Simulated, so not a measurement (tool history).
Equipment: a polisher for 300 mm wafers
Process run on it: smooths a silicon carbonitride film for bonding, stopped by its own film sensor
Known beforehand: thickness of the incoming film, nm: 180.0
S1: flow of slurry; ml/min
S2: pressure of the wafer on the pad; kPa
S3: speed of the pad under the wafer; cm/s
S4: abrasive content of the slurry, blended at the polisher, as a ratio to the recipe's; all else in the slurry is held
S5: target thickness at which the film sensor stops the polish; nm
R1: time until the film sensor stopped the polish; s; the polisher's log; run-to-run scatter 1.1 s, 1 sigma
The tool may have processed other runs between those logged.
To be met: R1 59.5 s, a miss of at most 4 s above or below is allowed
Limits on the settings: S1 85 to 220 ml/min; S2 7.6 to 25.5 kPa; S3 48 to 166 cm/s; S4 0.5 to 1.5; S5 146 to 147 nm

Run 1, day 0: S1 140 ml/min, S2 16.5 kPa, S3 106 cm/s, S4 1, S5 147 nm. Result: R1 107.78 s.
Run 2, day 0.367: S1 140 ml/min, S2 17.9 kPa, S3 108 cm/s, S4 1, S5 147 nm. Result: R1 98.756 s.
Run 3, day 0.396: S1 140 ml/min, S2 19.3 kPa, S3 110 cm/s, S4 1, S5 147 nm. Result: R1 93.298 s.
Run 4, day 0.612: S1 140 ml/min, S2 19.3 kPa, S3 110 cm/s, S4 1.15, S5 147 nm. Result: R1 83.785 s.
Run 5, day 0.792: S1 140 ml/min, S2 20.7 kPa, S3 112 cm/s, S4 1.15, S5 147 nm. Result: R1 77.986 s.
Run 6, day 0.879: S1 140 ml/min, S2 20.7 kPa, S3 112 cm/s, S4 1.15, S5 146 nm. Result: R1 80.74 s.
Run 7, day 1.2: S1 140 ml/min, S2 20.7 kPa, S3 112 cm/s, S4 1.15, S5 146 nm. Result: R1 79.867 s.
Run 8, day 1.525: S1 140 ml/min, S2 21.4 kPa, S3 114 cm/s, S4 1.15, S5 146 nm. Result: R1 76.297 s.

4 next moves are on the table. One of them brings every result within its allowed miss. Which?
Run A, day 1.85: S1 105 ml/min, S2 21.4 kPa, S3 148 cm/s, S4 1.3, S5 147 nm. Result: R1 ?.
Run B, day 1.85: S1 135 ml/min, S2 23.4 kPa, S3 148 cm/s, S4 1.35, S5 147 nm. Result: R1 ?.
Run C, day 1.85: S1 175 ml/min, S2 23.4 kPa, S3 140 cm/s, S4 1.3, S5 147 nm. Result: R1 ?.
Run D, day 1.85: S1 150 ml/min, S2 15.9 kPa, S3 108 cm/s, S4 1, S5 147 nm. Result: R1 ?.

move      R1
   A  59.814
   B  51.726
   C  52.812
   D  107.65
A: each result inside its tolerance
B: pushes the last run's worst result past its target
C: pushes the last run's worst result past its target
D: lands further from the targets than the last run did
Go with A: it meets all targets.
